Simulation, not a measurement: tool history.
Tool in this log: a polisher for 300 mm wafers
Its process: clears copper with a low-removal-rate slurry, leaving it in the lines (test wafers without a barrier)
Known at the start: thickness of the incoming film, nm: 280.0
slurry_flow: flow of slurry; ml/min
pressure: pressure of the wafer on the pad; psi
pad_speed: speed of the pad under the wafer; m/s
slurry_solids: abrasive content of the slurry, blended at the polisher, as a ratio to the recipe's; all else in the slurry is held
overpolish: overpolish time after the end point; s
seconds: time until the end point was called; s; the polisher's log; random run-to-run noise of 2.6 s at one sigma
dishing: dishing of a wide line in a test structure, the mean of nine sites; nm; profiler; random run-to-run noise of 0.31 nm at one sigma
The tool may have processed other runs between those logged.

run  hour  slurry_flow  pressure  pad_speed  slurry_solids  overpolish  seconds  dishing
  1   0.0          260       2.7       0.98            1.0          21   138.42   29.058
  2   9.0          260       2.7       0.98            1.0          20   142.22   27.957
  3  14.2          260       2.7       0.86            1.0          20   159.44   25.521
  4  19.2          260       2.7       0.86            1.0          28   163.42   33.697
  5  22.4          260       2.7       0.86            1.2          28   155.62   35.324
  6  27.3          260       2.7       0.74            1.2          28   176.30   31.706

The next listed run, before its measurement:
  7  34.3          260       2.7       0.74            1.2          25        ?        ?

seconds: 174.40 s
dishing: 28.339 nm
